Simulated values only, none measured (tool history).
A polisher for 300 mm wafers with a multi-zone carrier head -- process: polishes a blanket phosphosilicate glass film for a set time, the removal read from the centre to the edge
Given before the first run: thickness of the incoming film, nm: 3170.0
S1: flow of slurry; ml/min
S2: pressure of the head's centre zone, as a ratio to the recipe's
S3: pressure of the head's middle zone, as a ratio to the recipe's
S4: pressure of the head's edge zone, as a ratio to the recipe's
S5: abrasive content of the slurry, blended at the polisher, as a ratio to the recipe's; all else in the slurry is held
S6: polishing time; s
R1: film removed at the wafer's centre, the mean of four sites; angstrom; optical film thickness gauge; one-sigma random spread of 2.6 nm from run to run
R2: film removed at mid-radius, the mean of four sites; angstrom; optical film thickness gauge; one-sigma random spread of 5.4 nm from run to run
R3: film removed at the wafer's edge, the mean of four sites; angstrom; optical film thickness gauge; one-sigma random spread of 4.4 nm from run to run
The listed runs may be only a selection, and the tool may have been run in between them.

run    day   S1    S2    S3    S4    S5  S6      R1      R2      R3
  1  0.000  285  1.00  1.00  1.00  1.00  58  7781.1  7678.4  7708.6
  2  0.288  280  0.98  0.98  0.98  0.90  55  6928.5  6879.2  6912.8
  3  0.371  280  0.98  0.98  0.98  0.90  47  5944.3  5951.2  5785.9
  4  0.454  275  0.96  0.95  0.97  0.85  46  5464.8  5573.9  5640.5
  5  0.550  275  0.96  0.87  0.97  0.85  46  5529.4  5294.6  5621.4
  6  0.862  275  0.96  0.87  0.97  0.85  32  3846.8  3591.1  3903.9
  7  1.125  280  0.95  0.89  0.98  0.85  32  3792.1  3666.0  3908.4
  8  1.388  275  0.95  0.90  0.99  0.90  32  3895.6  3755.1  4094.0
  9  1.558  275  0.95  0.91  0.99  0.90  32  3841.5  3788.6  4016.5

Run 10 is up next; what results do you expect?
 10  1.858  275  0.95  0.92  0.99  0.95  32   ?   ?   ?

{"run 10": {"R1": 3969.3, "R2": 3978.8, "R3": 4061.9}}
